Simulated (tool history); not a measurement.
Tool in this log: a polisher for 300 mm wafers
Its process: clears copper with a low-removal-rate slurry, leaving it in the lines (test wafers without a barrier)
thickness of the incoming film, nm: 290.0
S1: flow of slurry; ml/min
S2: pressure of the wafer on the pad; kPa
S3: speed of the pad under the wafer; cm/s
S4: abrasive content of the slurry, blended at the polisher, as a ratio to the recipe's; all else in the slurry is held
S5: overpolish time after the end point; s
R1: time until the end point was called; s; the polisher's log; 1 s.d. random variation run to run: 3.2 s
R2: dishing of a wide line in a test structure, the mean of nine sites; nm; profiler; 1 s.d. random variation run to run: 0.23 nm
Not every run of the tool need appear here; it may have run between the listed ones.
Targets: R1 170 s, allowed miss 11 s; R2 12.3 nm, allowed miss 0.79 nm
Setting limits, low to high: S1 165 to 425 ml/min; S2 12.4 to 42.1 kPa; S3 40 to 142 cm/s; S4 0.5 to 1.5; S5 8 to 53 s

| run | hour | S1 | S2 | S3 | S4 | S5 | R1 | R2 |
|---|---|---|---|---|---|---|---|---|
| 1 | 0 | 275 | 26.9 | 90 | 1 | 27 | 79.5 | 71.846 |
| 2 | 4 | 275 | 23.4 | 90 | 1 | 27 | 89.971 | 63.953 |
| 3 | 11.1 | 250 | 23.4 | 90 | 1 | 27 | 92.84 | 61.103 |
| 4 | 13.4 | 250 | 23.4 | 112 | 1 | 27 | 73.555 | 74.423 |
| 5 | 14.3 | 240 | 22.1 | 106 | 1 | 25 | 82.941 | 64.743 |
| 6 | 19.4 | 305 | 22.1 | 106 | 1 | 25 | 80.747 | 66.31 |
| 7 | 25 | 290 | 21.4 | 100 | 1.05 | 23 | 88.755 | 58.669 |
| 8 | 31 | 275 | 20.7 | 96 | 1 | 21 | 96.551 | 50.597 |
| 9 | 34.5 | 265 | 20 | 92 | 0.95 | 20 | 102.39 | 44.467 |
| 10 | 36.7 | 255 | 19.3 | 88 | 0.9 | 19 | 110.11 | 39.365 |
| 11 | 41.2 | 245 | 18.6 | 84 | 0.85 | 18 | 121.54 | 34.701 |
| 12 | 47 | 170 | 12.4 | 68 | 0.6 | 8 | 237.06 | 8.6842 |
| 13 | 49.5 | 170 | 13.1 | 68 | 0.6 | 8 | 237.68 | 8.9527 |
| 14 | 56.9 | 170 | 13.1 | 68 | 0.6 | 8 | 244.24 | 9.0078 |
| 15 | 58.5 | 170 | 13.8 | 70 | 0.6 | 8 | 221.15 | 9.3941 |
| 16 | 60.7 | 175 | 14.5 | 70 | 0.6 | 8 | 207.62 | 9.8519 |
| 17 | 67 | 180 | 14.5 | 70 | 0.6 | 8 | 201.94 | 9.9426 |
| 18 | 69.7 | 185 | 19.3 | 70 | 0.6 | 11 | 169.43 | 17.162 |
| 19 | 72.2 | 185 | 18.6 | 72 | 0.6 | 11 | 174.26 | 16.53 |
| 20 | 77.9 | 185 | 17.9 | 74 | 0.6 | 11 | 166.8 | 16.733 |
| 21 | 85.1 | 185 | 17.9 | 74 | 0.65 | 11 | 159.07 | 17.2 |
| 22 | 86.8 | 185 | 17.2 | 74 | 0.65 | 11 | 171.87 | 16.327 |
| 23 | 93.8 | 190 | 17.2 | 74 | 0.65 | 11 | 171.85 | 16.253 |
| 24 | 99.5 | 185 | 16.5 | 76 | 0.65 | 11 | 166.69 | 16.608 |
| 25 | 102.6 | 180 | 12.4 | 78 | 0.65 | 8 | 208.4 | 10.057 |

Which one of the following 4 next-run settings gets every result inside its allowed miss? There is exactly one.
| A | 105.7 | 165 | 13.1 | 100 | 0.5 | 8 | ? | ? |
| B | 105.7 | 280 | 13.8 | 98 | 0.65 | 8 | ? | ? |
| C | 105.7 | 165 | 12.4 | 76 | 0.6 | 11 | ? | ? |
| D | 105.7 | 165 | 12.4 | 64 | 0.55 | 13 | ? | ? |

| move | R1 | R2 |
|---|---|---|
| A | 171.98 | 12.071 |
| B | 143.22 | 14.387 |
| C | 218.79 | 12.994 |
| D | 265.8 | 12.656 |
A: all results in spec
B: moves the result that the last run missed by most past its target, out the other side
C: its largest miss is bigger than the last run's
D: its largest miss is bigger than the last run's
Go with A: it meets all targets.

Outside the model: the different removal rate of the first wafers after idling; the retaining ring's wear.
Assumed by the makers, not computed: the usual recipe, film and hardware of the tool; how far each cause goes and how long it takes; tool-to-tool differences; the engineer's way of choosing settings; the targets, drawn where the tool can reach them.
